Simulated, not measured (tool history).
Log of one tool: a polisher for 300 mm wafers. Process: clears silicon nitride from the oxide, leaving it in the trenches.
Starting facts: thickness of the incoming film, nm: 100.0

run  hour  flow of slurry (ml/min)  pressure of the wafer on the pad (psi)  speed of the pad under the wafer (cm/s)  overpolish time after the end point (s)  time until the end point was called (s)
  1   0.0                      200                                     3.2                                      106                                        9                                  106.110
  2   2.6                      200                                     3.2                                      132                                        9                                   86.227
  3   3.8                      200                                     3.2                                      106                                        9                                  107.000
  4   8.4                      200                                     3.2                                      106                                        7                                  107.330
  5  13.4                      160                                     3.2                                      106                                        7                                  113.850
  6  14.0                      160                                     2.6                                      106                                        7                                  132.020
  7  15.4                      160                                     2.4                                      106                                        7                                  140.950

Expected results for the next run?
  8  21.0                      160                                     2.3                                      106                                        7                                        ?

Logged for run 8: time until the end point was called (s) 146.000.

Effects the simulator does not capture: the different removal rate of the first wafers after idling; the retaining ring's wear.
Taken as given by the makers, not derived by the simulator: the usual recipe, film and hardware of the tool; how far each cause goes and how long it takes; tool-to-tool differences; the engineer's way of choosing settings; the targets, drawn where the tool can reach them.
